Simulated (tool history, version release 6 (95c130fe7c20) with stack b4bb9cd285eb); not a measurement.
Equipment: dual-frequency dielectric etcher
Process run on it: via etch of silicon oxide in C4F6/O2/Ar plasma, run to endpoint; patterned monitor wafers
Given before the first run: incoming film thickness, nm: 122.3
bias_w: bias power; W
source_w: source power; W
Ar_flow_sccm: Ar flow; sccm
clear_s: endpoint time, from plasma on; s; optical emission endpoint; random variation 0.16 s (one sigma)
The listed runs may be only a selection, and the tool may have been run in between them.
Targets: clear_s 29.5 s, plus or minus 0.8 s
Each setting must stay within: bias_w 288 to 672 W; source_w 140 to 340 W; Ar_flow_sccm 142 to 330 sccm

run	hour	bias_w	source_w	Ar_flow_sccm	clear_s
1	0	480	240	236	31.067
2	5.4	487	240	236	30.993
3	8	487	240	254	31.379
4	15.6	495	240	254	31.355
5	18.4	495	220	254	32.405
6	27.1	495	220	289	33.163
7	36.1	510	220	288	32.588
8	41.3	522	220	287	32.009
9	46.8	531	220	287	32.281
10	48.4	543	220	286	31.499
11	54.2	551	220	286	31.535
12	59.1	559	220	286	31.273
13	61.3	566	220	286	30.767
14	69.2	571	220	286	30.836
15	74.2	576	220	286	30.662
16	78.8	581	220	286	30.624
17	81.9	586	220	286	30.38
# hour 82.9: wet clean of the chamber
18	82.9	589	220	286	32.007

Pick the move, out of 5, that brings all results within their allowed miss; only one does.
A	83.9	671	240	330	?
B	83.9	619	220	293	?
C	83.9	597	310	293	?
D	83.9	516	240	268	?
E	83.9	550	240	300	?

move	clear_s
A	29.125
B	31.051
C	26.856
D	31.946
E	31.48
A: each result inside its tolerance
B: closes in on the targets versus the last run, not all within tolerance yet
C: moves the result that the last run missed by most past its target, out the other side
D: as far off as the last run
E: closes in on the targets versus the last run, not all within tolerance yet
Answer: A
